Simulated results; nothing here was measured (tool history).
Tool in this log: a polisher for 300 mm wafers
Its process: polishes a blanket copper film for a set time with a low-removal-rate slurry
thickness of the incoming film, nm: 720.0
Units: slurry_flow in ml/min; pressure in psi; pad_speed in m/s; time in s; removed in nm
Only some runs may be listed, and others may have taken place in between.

run 1 hour=0.0 | slurry_flow=140 pressure=1.7 pad_speed=1.14 slurry_solids=1.0 time=22 | removed=38.664
run 2 hour=4.5 | slurry_flow=140 pressure=1.7 pad_speed=1.14 slurry_solids=0.9 time=22 | removed=36.908
run 3 hour=9.5 | slurry_flow=135 pressure=1.6 pad_speed=1.14 slurry_solids=0.9 time=22 | removed=36.202
run 4 hour=10.8 | slurry_flow=170 pressure=1.6 pad_speed=1.14 slurry_solids=0.9 time=22 | removed=38.027
run 5 hour=12.3 | slurry_flow=160 pressure=1.5 pad_speed=1.14 slurry_solids=0.9 time=22 | removed=36.110
run 6 hour=13.4 | slurry_flow=150 pressure=1.4 pad_speed=1.14 slurry_solids=0.9 time=22 | removed=34.230

Expected results for the next run?
run 7 hour=16.9 | slurry_flow=145 pressure=1.3 pad_speed=1.14 slurry_solids=0.9 time=22 | removed=?

Run 7 came out at removed 32.307 nm.
